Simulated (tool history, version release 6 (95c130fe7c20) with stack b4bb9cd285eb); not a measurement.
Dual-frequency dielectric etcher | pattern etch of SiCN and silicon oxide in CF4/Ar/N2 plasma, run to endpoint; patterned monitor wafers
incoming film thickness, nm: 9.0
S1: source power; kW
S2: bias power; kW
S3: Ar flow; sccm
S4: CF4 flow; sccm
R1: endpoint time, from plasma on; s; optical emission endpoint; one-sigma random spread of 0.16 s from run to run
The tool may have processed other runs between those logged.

run  hour     S1     S2  S3  S4      R1
  1   0.0  0.360  0.055  92  68  14.901
  2   3.4  0.350  0.055  92  68  15.540
  3   8.7  0.340  0.055  92  68  15.789
  4  17.6  0.380  0.055  92  68  14.191
  5  19.5  0.360  0.055  92  68  15.142
  6  25.5  0.350  0.055  92  68  15.295
  7  32.7  0.340  0.055  92  68  15.852

Predict the results of run 8:
  8  41.6  0.330  0.055  92  68   ?

Logged for run 8: R1 16.299 s.
